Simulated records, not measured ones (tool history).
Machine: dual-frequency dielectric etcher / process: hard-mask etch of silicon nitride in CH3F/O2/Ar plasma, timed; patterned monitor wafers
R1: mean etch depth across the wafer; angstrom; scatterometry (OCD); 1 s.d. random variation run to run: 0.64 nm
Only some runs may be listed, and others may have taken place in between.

Run 1, hour 0: source power (kW) 0.41, bias power (kW) 0.093, etch time (s) 168.5. Result: R1 1297.5 angstrom.
Run 2, hour 2: source power (kW) 0.38, bias power (kW) 0.091, etch time (s) 168.5. Result: R1 1249.3 angstrom.
Run 3, hour 2.6: source power (kW) 0.38, bias power (kW) 0.105, etch time (s) 168.5. Result: R1 1302.3 angstrom.
Run 4, hour 6.8: source power (kW) 0.38, bias power (kW) 0.115, etch time (s) 168.5. Result: R1 1321.3 angstrom.
Run 5, hour 13.8: source power (kW) 0.38, bias power (kW) 0.115, etch time (s) 175.5. Result: R1 1382.6 angstrom.
Run 6, hour 19: source power (kW) 0.35, bias power (kW) 0.109, etch time (s) 174. Result: R1 1309.2 angstrom.
Run 7, hour 20.4: source power (kW) 0.32, bias power (kW) 0.107, etch time (s) 174. Result: R1 1237.1 angstrom.
Run 8, hour 24.6: source power (kW) 0.32, bias power (kW) 0.107, etch time (s) 174. Result: R1 1238.2 angstrom.
Run 9, hour 28.1: source power (kW) 0.31, bias power (kW) 0.106, etch time (s) 174. Result: R1 1215.1 angstrom.
Run 10, hour 33.9: source power (kW) 0.3, bias power (kW) 0.106, etch time (s) 174. Result: R1 1209.8 angstrom.

What does the tool deliver on the next run?
Run 11, hour 37: source power (kW) 0.29, bias power (kW) 0.106, etch time (s) 174. Result: R1 ?.

R1: 1199.4 angstrom
